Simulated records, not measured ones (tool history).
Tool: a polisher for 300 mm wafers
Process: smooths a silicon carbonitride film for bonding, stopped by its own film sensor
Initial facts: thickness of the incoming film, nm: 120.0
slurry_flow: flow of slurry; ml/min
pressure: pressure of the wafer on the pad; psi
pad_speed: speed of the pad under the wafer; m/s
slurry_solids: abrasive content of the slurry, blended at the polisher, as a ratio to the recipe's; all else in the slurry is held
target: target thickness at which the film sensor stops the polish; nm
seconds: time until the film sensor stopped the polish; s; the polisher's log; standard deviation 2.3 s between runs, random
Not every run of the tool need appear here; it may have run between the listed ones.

Run 1, hour 0.0: slurry_flow 190 ml/min, pressure 1.6 psi, pad_speed 1.16 m/s, slurry_solids 1.0, target 83 nm. Result: seconds 145.15 s.
Run 2, hour 1.3: slurry_flow 190 ml/min, pressure 1.6 psi, pad_speed 1.16 m/s, slurry_solids 1.0, target 83 nm. Result: seconds 141.93 s.
Run 3, hour 6.4: slurry_flow 190 ml/min, pressure 1.4 psi, pad_speed 1.16 m/s, slurry_solids 1.0, target 83 nm. Result: seconds 162.92 s.
Run 4, hour 8.7: slurry_flow 190 ml/min, pressure 1.4 psi, pad_speed 1.16 m/s, slurry_solids 0.8, target 83 nm. Result: seconds 176.68 s.
Run 5, hour 12.4: slurry_flow 185 ml/min, pressure 1.2 psi, pad_speed 1.16 m/s, slurry_solids 0.8, target 83 nm. Result: seconds 206.85 s.
Run 6, hour 16.2: slurry_flow 185 ml/min, pressure 1.2 psi, pad_speed 1.00 m/s, slurry_solids 0.8, target 83 nm. Result: seconds 224.67 s.
Run 7, hour 22.5: slurry_flow 180 ml/min, pressure 1.1 psi, pad_speed 1.00 m/s, slurry_solids 0.8, target 83 nm. Result: seconds 242.92 s.

Estimate the outcome of run 8 from the log above:
Run 8, hour 25.5: slurry_flow 175 ml/min, pressure 1.1 psi, pad_speed 1.00 m/s, slurry_solids 0.8, target 83 nm. Result: seconds ?.

{"run 8": {"seconds": 244.95}}
